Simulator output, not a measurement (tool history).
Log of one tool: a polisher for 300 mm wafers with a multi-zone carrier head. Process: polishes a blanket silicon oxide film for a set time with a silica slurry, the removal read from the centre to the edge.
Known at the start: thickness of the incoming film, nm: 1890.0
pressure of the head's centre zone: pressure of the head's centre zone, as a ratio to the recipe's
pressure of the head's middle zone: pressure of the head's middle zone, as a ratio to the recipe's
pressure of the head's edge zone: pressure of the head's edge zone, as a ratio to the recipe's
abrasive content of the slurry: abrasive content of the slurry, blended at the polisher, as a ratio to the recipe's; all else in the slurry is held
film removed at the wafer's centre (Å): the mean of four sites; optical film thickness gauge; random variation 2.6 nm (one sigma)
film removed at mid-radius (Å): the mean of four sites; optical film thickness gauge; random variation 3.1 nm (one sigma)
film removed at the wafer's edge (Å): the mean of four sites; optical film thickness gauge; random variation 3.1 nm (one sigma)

run   hour  flow of slurry (ml/min)  pressure of the head's centre zone  pressure of the head's middle zone  pressure of the head's edge zone  abrasive content of the slurry  polishing time (s)  film removed at the wafer's centre (Å)  film removed at mid-radius (Å)  film removed at the wafer's edge (Å)
  1      0                      230                                   1                                   1                                 1                               1                  86                                    4524                          4348.9                                4492.6
  2    8.1                      230                                   1                                0.96                                 1                               1                  86                                  4491.6                          4365.4                                4589.6
  3    9.6                      230                                   1                                0.91                                 1                               1                  86                                  4563.8                          4219.3                                4555.8
  4   17.5                      225                                   1                                0.89                              0.99                            0.85                  79                                  3761.7                          3411.6                                3744.4
  5     18                      225                                   1                                0.89                              0.99                             0.9                  79                                  3925.9                          3558.4                                3973.9
  6   25.4                      225                                   1                                0.89                              0.97                             0.8                  75                                  3433.4                          3064.8                                3331.8
  7   31.5                      215                                0.98                                0.87                              0.95                            0.75                  75                                  3243.9                          2925.6                                3196.6
  8   39.1                      200                                0.97                                0.81                               0.9                             0.5                  67                                  1959.3                          1685.8                                  1926
  9     40                      200                                0.97                                0.81                               0.9                             0.5                  67                                  1950.1                          1671.7                                1882.8
 10   43.6                      225                                0.98                                0.84                              0.94                             0.5                  66                                  1964.3                          1740.2                                1881.5
      47.7  -- worn pad replaced by a new one
 11   47.7                      210                                0.99                                0.85                              0.96                            0.55                  66                                  2411.6                          2205.9                                2450.8
 12   52.2                      210                                   1                                0.85                              0.96                            0.55                  66                                  2463.9                            2148                                2448.1
 13   55.8                      205                                   1                                0.86                              0.96                            0.55                  66                                  2439.9                          2202.4                                2408.5
 14   64.3                      200                                   1                                0.86                              0.96                            0.55                  66                                  2387.6                          2141.1                                2358.4
 15   68.8                      190                                1.01                                0.86                              0.96                            0.55                  66                                  2452.1                          2162.4                                2415.3
 16   76.5                      180                                1.02                                0.87                              0.96                            0.55                  66                                  2446.9                          2177.5                                  2380
 17   82.6                      180                                1.03                                0.87                              0.97                            0.55                  66                                    2439                          2106.1                                2380.9
 18   91.4                      215                                1.04                                0.92                              1.01                            0.65                  66                                  2970.5                          2687.1                                2962.7
 19     96                      215                                1.03                                 0.9                              0.99                            0.65                  66                                  2973.9                          2612.9                                2900.2
 20  100.7                      215                                1.02                                0.89                              0.98                            0.65                  66                                  2929.5                            2571                                2852.4

The next listed run, before its measurement:
 21  102.7                      195                                0.95                                0.82                              0.88                            0.55                  66                                       ?                               ?                                     ?

{"run 21": {"film removed at the wafer's centre (Å)": 2331.6, "film removed at mid-radius (Å)": 2121.5, "film removed at the wafer's edge (Å)": 2253.7}}

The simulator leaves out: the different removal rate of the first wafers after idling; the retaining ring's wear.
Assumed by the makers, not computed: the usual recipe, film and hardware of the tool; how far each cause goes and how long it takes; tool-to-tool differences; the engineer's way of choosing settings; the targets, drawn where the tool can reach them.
